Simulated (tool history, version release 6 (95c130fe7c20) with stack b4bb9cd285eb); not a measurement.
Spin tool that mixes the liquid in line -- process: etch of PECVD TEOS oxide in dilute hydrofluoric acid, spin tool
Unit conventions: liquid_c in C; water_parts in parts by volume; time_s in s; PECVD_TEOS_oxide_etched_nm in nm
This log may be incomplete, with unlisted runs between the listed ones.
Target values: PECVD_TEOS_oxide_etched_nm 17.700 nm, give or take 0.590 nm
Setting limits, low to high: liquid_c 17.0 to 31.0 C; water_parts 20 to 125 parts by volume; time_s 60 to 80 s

run,hour,liquid_c,water_parts,time_s,PECVD_TEOS_oxide_etched_nm
1,0.0,23.0,70,80,13.868
2,4.0,25.0,70,80,15.174
3,12.1,26.0,70,80,15.543
4,13.5,27.0,70,80,16.496
5,22.0,27.0,95,80,11.609
6,29.7,28.5,90,80,13.011
7,35.5,29.5,85,80,14.403
8,36.9,29.5,85,80,14.458
9,42.8,30.0,80,80,15.682
10,44.4,30.5,80,80,15.950

Exactly one of the 4 candidate moves below puts every result within its allowed miss. Which one?
A,46.0,31.0,95,80,?
B,46.0,31.0,75,65,?
C,46.0,31.0,70,75,?
D,46.0,31.0,80,75,?

move,PECVD_TEOS_oxide_etched_nm
A,13.409
B,14.245
C,17.754
D,15.286
A: its largest miss is bigger than the last run's
B: its largest miss is bigger than the last run's
C: each result inside its tolerance
D: its largest miss is bigger than the last run's
So the answer is move C, the one that meets all the targets.
